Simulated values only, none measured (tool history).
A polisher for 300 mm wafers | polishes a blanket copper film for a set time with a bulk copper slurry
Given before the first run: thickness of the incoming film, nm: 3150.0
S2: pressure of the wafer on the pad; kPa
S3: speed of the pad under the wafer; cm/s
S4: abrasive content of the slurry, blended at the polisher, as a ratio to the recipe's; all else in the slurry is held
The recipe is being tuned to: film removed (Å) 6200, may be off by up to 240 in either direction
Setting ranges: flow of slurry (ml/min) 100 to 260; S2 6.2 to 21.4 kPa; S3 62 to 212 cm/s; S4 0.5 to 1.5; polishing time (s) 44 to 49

Run 1, hour 0: flow of slurry (ml/min) 165, S2 13.8 kPa, S3 136 cm/s, S4 1, polishing time (s) 49. Result: film removed (Å) 4461.4.
Run 2, hour 4.7: flow of slurry (ml/min) 165, S2 13.8 kPa, S3 136 cm/s, S4 0.85, polishing time (s) 49. Result: film removed (Å) 4286.3.
Run 3, hour 9.2: flow of slurry (ml/min) 165, S2 13.8 kPa, S3 136 cm/s, S4 0.85, polishing time (s) 49. Result: film removed (Å) 4282.5.
Run 4, hour 10.6: flow of slurry (ml/min) 210, S2 13.8 kPa, S3 136 cm/s, S4 0.85, polishing time (s) 49. Result: film removed (Å) 4444.3.
Run 5, hour 11.8: flow of slurry (ml/min) 210, S2 10.3 kPa, S3 136 cm/s, S4 0.85, polishing time (s) 49. Result: film removed (Å) 3548.3.
Run 6, hour 18.9: flow of slurry (ml/min) 210, S2 12.4 kPa, S3 138 cm/s, S4 0.85, polishing time (s) 49. Result: film removed (Å) 4215.9.
Run 7, hour 27.7: flow of slurry (ml/min) 220, S2 16.5 kPa, S3 140 cm/s, S4 0.85, polishing time (s) 49. Result: film removed (Å) 5415.5.
Run 8, hour 30.8: flow of slurry (ml/min) 220, S2 17.2 kPa, S3 140 cm/s, S4 0.85, polishing time (s) 49. Result: film removed (Å) 5539.6.
Run 9, hour 32.2: flow of slurry (ml/min) 220, S2 17.9 kPa, S3 140 cm/s, S4 0.85, polishing time (s) 49. Result: film removed (Å) 5746.5.

Exactly one of the 5 candidate moves below puts every result within its allowed miss. Which one?
Run A, hour 33.6: flow of slurry (ml/min) 195, S2 15.9 kPa, S3 148 cm/s, S4 1.15, polishing time (s) 47. Result: film removed (Å) ?.
Run B, hour 33.6: flow of slurry (ml/min) 220, S2 15.9 kPa, S3 162 cm/s, S4 1, polishing time (s) 44. Result: film removed (Å) ?.
Run C, hour 33.6: flow of slurry (ml/min) 260, S2 15.2 kPa, S3 152 cm/s, S4 0.9, polishing time (s) 49. Result: film removed (Å) ?.
Run D, hour 33.6: flow of slurry (ml/min) 225, S2 19.3 kPa, S3 140 cm/s, S4 0.9, polishing time (s) 44. Result: film removed (Å) ?.
Run E, hour 33.6: flow of slurry (ml/min) 255, S2 19.3 kPa, S3 136 cm/s, S4 0.85, polishing time (s) 49. Result: film removed (Å) ?.

move  film removed (Å)
   A            5487.9
   B              5514
   C            5521.7
   D            5556.8
   E              6021
A: misses by more than the last run did
B: misses by more than the last run did
C: misses by more than the last run did
D: misses by more than the last run did
E: every result within its allowed miss
So the answer is move E, the one that meets all the targets.

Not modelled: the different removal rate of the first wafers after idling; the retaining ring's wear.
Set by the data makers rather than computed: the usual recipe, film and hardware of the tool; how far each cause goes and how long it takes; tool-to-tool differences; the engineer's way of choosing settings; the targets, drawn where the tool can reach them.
